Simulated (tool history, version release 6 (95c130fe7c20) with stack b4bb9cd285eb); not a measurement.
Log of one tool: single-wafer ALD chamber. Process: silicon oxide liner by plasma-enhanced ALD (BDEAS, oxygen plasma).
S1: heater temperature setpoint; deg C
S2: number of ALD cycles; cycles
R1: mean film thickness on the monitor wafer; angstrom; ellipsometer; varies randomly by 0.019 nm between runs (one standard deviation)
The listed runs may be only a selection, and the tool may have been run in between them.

run 1 hour=0.0 | S1=320 S2=78 | R1=63.193
run 2 hour=2.6 | S1=326 S2=78 | R1=62.711
run 3 hour=4.2 | S1=326 S2=84 | R1=67.763
run 4 hour=12.0 | S1=318 S2=84 | R1=68.219
run 5 hour=18.5 | S1=326 S2=84 | R1=67.257
run 6 hour=26.8 | S1=326 S2=75 | R1=60.140
run 7 hour=34.8 | S1=326 S2=74 | R1=59.485
run 8 hour=35.3 | S1=326 S2=73 | R1=59.326
run 9 hour=43.7 | S1=326 S2=73 | R1=58.842
-- hour=51.5 thermocouple changed; heater temperature recalibrated
run 10 hour=51.5 | S1=326 S2=72 | R1=57.587
run 11 hour=52.6 | S1=326 S2=71 | R1=56.913
run 12 hour=55.7 | S1=326 S2=70 | R1=56.003
run 13 hour=58.6 | S1=326 S2=69 | R1=55.757

Run 14 has not been measured yet. What should we expect?
run 14 hour=59.3 | S1=326 S2=68 | R1=?

R1: 54.203 angstrom
